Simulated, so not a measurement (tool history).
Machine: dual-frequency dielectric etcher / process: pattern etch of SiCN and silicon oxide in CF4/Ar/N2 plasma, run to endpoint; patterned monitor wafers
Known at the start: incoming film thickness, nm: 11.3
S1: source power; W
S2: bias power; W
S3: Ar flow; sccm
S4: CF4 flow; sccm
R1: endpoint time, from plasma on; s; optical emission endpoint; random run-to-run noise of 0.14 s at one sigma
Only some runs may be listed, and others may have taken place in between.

run,day,S1,S2,S3,S4,R1
1,0.000,500,82,70,55,11.236
2,0.238,450,77,72,54,12.564
3,0.317,450,77,63,54,12.292
4,0.642,410,72,65,53,13.411
5,0.729,450,72,65,53,12.588
6,1.004,450,72,65,49,12.841
7,1.108,420,69,67,48,13.724

What does the tool deliver on the next run?
8,1.425,390,66,68,47,?

R1: 14.781 s
